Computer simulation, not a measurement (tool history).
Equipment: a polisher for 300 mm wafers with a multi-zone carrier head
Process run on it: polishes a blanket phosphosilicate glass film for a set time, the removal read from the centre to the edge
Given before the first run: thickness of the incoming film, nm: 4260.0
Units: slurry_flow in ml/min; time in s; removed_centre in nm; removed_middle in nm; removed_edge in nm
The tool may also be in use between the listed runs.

run  hour  slurry_flow  centre_zone  middle_zone  edge_zone  slurry_solids  time  removed_centre  removed_middle  removed_edge
  1     0          250            1            1          1              1    57          411.64          411.98         417.3
  2   6.3          250            1            1          1              1    69          497.85          503.87        487.62
  3   8.2          240         0.97         0.97       0.96           0.85    66          462.26          448.44        448.87
  4  14.6          240         0.95         0.98       0.96           0.75    60          389.27           397.8        389.58
  5  22.9          240         0.94         0.97       0.96            0.7    57           352.1          366.24        362.68
  6  24.8          240         0.94         0.97       0.99            0.7    57          362.51          362.76        367.39
  7  30.2          240         0.92         0.95       0.97           0.65    55          329.51          343.08        349.15
  8  38.3          235         0.92         0.93       0.95            0.6    54          305.55          316.46        330.56
  9  47.1          230         0.93         0.92       0.92           0.55    54           306.4          309.45        324.12
 10  55.4          225         0.91          0.9       0.85            0.5    50          277.88          275.81        274.33

Estimate the outcome of run 11 from the log above:
 11  61.4          230         0.91          0.9       0.87            0.5    50               ?               ?             ?

{"run 11": {"removed_centre": 276.98, "removed_middle": 274.41, "removed_edge": 281.06}}

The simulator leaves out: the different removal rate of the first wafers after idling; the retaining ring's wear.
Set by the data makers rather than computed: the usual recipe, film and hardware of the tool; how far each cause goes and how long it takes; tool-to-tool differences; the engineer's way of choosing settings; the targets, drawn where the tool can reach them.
